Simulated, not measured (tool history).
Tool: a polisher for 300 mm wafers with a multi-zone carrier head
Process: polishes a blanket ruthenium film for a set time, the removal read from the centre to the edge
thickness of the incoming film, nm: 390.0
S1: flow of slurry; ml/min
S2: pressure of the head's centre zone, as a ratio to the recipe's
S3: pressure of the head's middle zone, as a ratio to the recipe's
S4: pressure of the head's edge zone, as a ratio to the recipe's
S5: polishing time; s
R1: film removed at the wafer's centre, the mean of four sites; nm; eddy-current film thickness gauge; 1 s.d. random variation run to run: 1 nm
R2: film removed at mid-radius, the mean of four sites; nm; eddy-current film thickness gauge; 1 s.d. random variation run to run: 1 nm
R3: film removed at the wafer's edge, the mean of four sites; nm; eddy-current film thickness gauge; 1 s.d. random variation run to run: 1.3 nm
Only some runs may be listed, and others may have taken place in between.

run  hour   S1    S2    S3    S4   S5       R1      R2      R3
  1   0.0  215  1.00  1.00  1.00   90  109.910  108.39  107.57
  2   4.7  215  1.00  1.00  1.00  107  132.070  128.36  126.05
  3  11.5  170  1.00  1.00  1.00  107  125.740  123.51  122.32
  4  13.4  170  1.00  1.00  1.00   97  111.110  109.05  112.92
  5  19.0  175  0.99  1.00  0.98   94  107.560  109.03  108.79
  6  25.5  175  0.98  0.99  0.97   91  105.440  101.45  104.15

Run 7 comes next. What will it give?
  7  33.4  170  0.96  1.00  0.96  89   ?   ?   ?

Run 7 gave R1 99.036 nm, R2 100.83 nm, R3 101.64 nm.
